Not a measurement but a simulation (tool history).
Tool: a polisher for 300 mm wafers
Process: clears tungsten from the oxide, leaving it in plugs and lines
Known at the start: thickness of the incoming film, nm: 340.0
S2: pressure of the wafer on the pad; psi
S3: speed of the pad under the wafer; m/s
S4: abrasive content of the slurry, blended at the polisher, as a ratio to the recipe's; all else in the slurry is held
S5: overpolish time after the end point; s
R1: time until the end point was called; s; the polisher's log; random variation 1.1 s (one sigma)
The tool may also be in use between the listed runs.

Run 1, hour 0: flow of slurry (ml/min) 305, S2 3.4 psi, S3 0.84 m/s, S4 1, S5 11 s. Result: R1 120.8 s.
Run 2, hour 4.5: flow of slurry (ml/min) 365, S2 3.4 psi, S3 0.84 m/s, S4 1, S5 11 s. Result: R1 119.8 s.
Run 3, hour 8.3: flow of slurry (ml/min) 365, S2 3.4 psi, S3 0.84 m/s, S4 1.2, S5 11 s. Result: R1 115.42 s.
Run 4, hour 15.9: flow of slurry (ml/min) 365, S2 3.4 psi, S3 0.84 m/s, S4 1.2, S5 11 s. Result: R1 116.31 s.
At hour 19.2: head pressure recalibrated.
Run 5, hour 19.2: flow of slurry (ml/min) 290, S2 3.4 psi, S3 0.84 m/s, S4 1.2, S5 11 s. Result: R1 109.44 s.
Run 6, hour 23.9: flow of slurry (ml/min) 355, S2 3.4 psi, S3 0.84 m/s, S4 1.2, S5 11 s. Result: R1 107.99 s.

Forecast run 7:
Run 7, hour 26.1: flow of slurry (ml/min) 355, S2 4.4 psi, S3 0.86 m/s, S4 1.2, S5 11 s. Result: R1 ?.

{"run 7": {"R1": 89.708}}
